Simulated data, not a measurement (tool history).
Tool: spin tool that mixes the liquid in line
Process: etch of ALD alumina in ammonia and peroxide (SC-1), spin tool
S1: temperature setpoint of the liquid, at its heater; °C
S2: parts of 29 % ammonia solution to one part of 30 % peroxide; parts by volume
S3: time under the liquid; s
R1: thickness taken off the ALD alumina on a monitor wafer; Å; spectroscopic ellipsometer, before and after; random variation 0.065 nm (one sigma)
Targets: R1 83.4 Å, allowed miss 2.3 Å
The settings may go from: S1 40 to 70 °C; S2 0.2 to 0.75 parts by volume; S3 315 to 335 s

| run | day | S1 | S2 | S3 | R1 |
|---|---|---|---|---|---|
| 1 | 0 | 56 | 0.45 | 315 | 133.59 |
| 2 | 0.075 | 53 | 0.45 | 315 | 115.43 |
| 3 | 0.267 | 53 | 0.45 | 335 | 122.66 |
| 4 | 0.567 | 53 | 0.45 | 315 | 115.15 |
| 5 | 0.783 | 48.5 | 0.45 | 315 | 88.638 |
| 6 | 1.104 | 41.5 | 0.45 | 315 | 60.445 |
| 7 | 1.183 | 43.5 | 0.45 | 315 | 67.772 |
| 8 | 1.508 | 44.5 | 0.45 | 315 | 71.706 |
| 9 | 1.708 | 45.5 | 0.45 | 315 | 75.378 |
| 10 | 1.867 | 46 | 0.45 | 315 | 77.633 |

4 next moves are on the table. One of them brings every result within its allowed miss. Which?
| A | 2.025 | 44.5 | 0.45 | 315 | ? |
| B | 2.025 | 44 | 0.6 | 315 | ? |
| C | 2.025 | 46 | 0.45 | 335 | ? |
| D | 2.025 | 43 | 0.55 | 335 | ? |

| move | R1 |
|---|---|
| A | 72.243 |
| B | 72.153 |
| C | 83.67 |
| D | 71.845 |
A: further off than the last run
B: further off than the last run
C: meets every target
D: further off than the last run
The right move is C.

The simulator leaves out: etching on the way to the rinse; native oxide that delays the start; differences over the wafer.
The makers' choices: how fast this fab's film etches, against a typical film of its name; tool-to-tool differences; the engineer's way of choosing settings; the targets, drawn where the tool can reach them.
